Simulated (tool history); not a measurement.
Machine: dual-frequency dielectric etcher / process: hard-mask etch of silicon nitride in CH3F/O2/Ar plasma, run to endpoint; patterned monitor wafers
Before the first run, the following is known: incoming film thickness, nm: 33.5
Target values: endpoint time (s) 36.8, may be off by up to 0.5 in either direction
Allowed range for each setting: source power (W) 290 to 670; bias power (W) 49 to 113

Run 1, hour 0: source power (W) 480, bias power (W) 81. Result: endpoint time (s) 40.404.
Run 2, hour 7.8: source power (W) 480, bias power (W) 90. Result: endpoint time (s) 38.258.
Run 3, hour 16: source power (W) 510, bias power (W) 90. Result: endpoint time (s) 37.42.
Run 4, hour 24.8: source power (W) 510, bias power (W) 77. Result: endpoint time (s) 40.637.
Run 5, hour 30.9: source power (W) 520, bias power (W) 77. Result: endpoint time (s) 40.352.
Run 6, hour 36.9: source power (W) 480, bias power (W) 77. Result: endpoint time (s) 41.747.
Run 7, hour 39.3: source power (W) 490, bias power (W) 77. Result: endpoint time (s) 41.356.
Run 8, hour 43.7: source power (W) 490, bias power (W) 77. Result: endpoint time (s) 41.453.
Run 9, hour 47: source power (W) 500, bias power (W) 77. Result: endpoint time (s) 41.312.
Run 10, hour 55.8: source power (W) 600, bias power (W) 80. Result: endpoint time (s) 37.659.

Consider the 4 candidate settings below. Which is the only one whose results all fall within their allowed miss of target?
Run A, hour 64.6: source power (W) 600, bias power (W) 75. Result: endpoint time (s) ?.
Run B, hour 64.6: source power (W) 610, bias power (W) 76. Result: endpoint time (s) ?.
Run C, hour 64.6: source power (W) 650, bias power (W) 78. Result: endpoint time (s) ?.
Run D, hour 64.6: source power (W) 510, bias power (W) 82. Result: endpoint time (s) ?.

move  endpoint time (s)
   A             38.795
   B              38.26
   C             36.781
   D             39.371
A: misses by more than the last run did
B: misses by more than the last run did
C: every result within its allowed miss
D: misses by more than the last run did
So the answer is move C, the one that meets all the targets.
